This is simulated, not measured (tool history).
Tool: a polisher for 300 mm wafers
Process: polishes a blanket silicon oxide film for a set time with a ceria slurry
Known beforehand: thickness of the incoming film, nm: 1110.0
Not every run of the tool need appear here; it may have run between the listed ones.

run,hour,flow of slurry (ml/min),pressure of the wafer on the pad (psi),speed of the pad under the wafer (cm/s),polishing time (s),film removed (Å)
1,0.0,185,4.1,112,59,3449.9
2,8.2,205,4.1,112,59,3446.9
3,14.1,205,3.4,108,59,2804.2
4,18.3,205,3.4,108,62,2871.8
5,22.2,205,2.9,106,62,2415.7
6,23.9,205,2.6,106,62,2211.4
7,29.3,205,2.4,106,62,2081.2

For run 8, what comes out?
8,30.9,200,2.3,106,62,?

film removed (Å): 1956.0
